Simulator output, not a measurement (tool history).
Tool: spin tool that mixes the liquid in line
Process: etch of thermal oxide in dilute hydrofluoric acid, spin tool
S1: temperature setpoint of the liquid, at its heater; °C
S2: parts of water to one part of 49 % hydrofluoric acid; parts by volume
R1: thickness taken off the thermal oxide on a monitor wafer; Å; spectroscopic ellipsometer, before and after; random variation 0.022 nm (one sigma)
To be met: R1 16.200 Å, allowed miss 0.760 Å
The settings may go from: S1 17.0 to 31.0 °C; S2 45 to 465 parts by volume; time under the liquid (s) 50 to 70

{"run": 1, "day": 0.0, "S1": 23.0, "S2": 255, "time under the liquid (s)": 70, "R1": 10.6}
{"run": 2, "day": 0.346, "S1": 26.5, "S2": 255, "time under the liquid (s)": 70, "R1": 11.805}
{"run": 3, "day": 0.6, "S1": 26.5, "S2": 255, "time under the liquid (s)": 70, "R1": 12.005}
{"run": 4, "day": 0.767, "S1": 26.5, "S2": 255, "time under the liquid (s)": 70, "R1": 11.85}
{"run": 5, "day": 1.05, "S1": 29.5, "S2": 255, "time under the liquid (s)": 70, "R1": 13.069}
{"run": 6, "day": 1.346, "S1": 30.0, "S2": 245, "time under the liquid (s)": 70, "R1": 14.124}
{"run": 7, "day": 1.4, "S1": 30.0, "S2": 240, "time under the liquid (s)": 70, "R1": 14.637}
{"run": 8, "day": 1.775, "S1": 30.0, "S2": 240, "time under the liquid (s)": 70, "R1": 14.703}
{"run": 9, "day": 1.829, "S1": 30.0, "S2": 235, "time under the liquid (s)": 70, "R1": 14.497}
{"run": 10, "day": 1.896, "S1": 30.0, "S2": 230, "time under the liquid (s)": 70, "R1": 15.481}

Which of these 4 next moves meets every target?
{"run": "A", "day": 1.962, "S1": 30.0, "S2": 220, "time under the liquid (s)": 70, "R1": "?"}
{"run": "B", "day": 1.962, "S1": 31.0, "S2": 185, "time under the liquid (s)": 50, "R1": "?"}
{"run": "C", "day": 1.962, "S1": 29.5, "S2": 255, "time under the liquid (s)": 70, "R1": "?"}
{"run": "D", "day": 1.962, "S1": 31.0, "S2": 245, "time under the liquid (s)": 70, "R1": "?"}

move=A R1=15.654
move=B R1=14.370
move=C R1=12.747
move=D R1=14.109
A: meets every target
B: further off than the last run
C: further off than the last run
D: further off than the last run
The right move is A.
